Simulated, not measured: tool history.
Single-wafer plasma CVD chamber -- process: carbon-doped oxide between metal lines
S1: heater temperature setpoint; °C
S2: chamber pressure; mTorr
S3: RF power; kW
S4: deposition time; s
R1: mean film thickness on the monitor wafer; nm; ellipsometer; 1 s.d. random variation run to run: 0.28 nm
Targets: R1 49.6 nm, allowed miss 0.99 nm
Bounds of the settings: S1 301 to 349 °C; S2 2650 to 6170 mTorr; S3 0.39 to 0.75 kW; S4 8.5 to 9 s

run  hour   S1    S2     S3  S4      R1
  1     0  325  4410   0.57   9  55.993
  2   8.6  330  4410   0.57   9  54.611
  3  12.1  330  4410  0.605   9  57.019
  4  18.9  325  4410  0.605   9  58.582
  5  24.6  331  4150   0.59   9  55.989
  6    28  331  4150   0.59   9  55.979
  7  30.7  331  4150   0.59   9  55.587
  8  33.7  335  4040  0.575   9  53.264
  9  39.2  338  3970   0.57   9  52.434
 10  46.9  340  3910  0.565   9  51.788
 11  51.5  342  3860   0.56   9  50.669

Exercise: of the 4 proposed moves below, exactly one satisfies all targets within the stated allowed misses. Which move is it?
  A  56.1  349  3670  0.61  8.5   ?
  B  56.1  332  4040  0.54    9   ?
  C  56.1  333  3690  0.58  8.7   ?
  D  56.1  345  3570  0.59    9   ?

move      R1
   A  50.371
   B  51.766
   C  52.367
   D  52.436
A: every result within its allowed miss
B: misses by more than the last run did
C: misses by more than the last run did
D: misses by more than the last run did
Go with A: it meets all targets.

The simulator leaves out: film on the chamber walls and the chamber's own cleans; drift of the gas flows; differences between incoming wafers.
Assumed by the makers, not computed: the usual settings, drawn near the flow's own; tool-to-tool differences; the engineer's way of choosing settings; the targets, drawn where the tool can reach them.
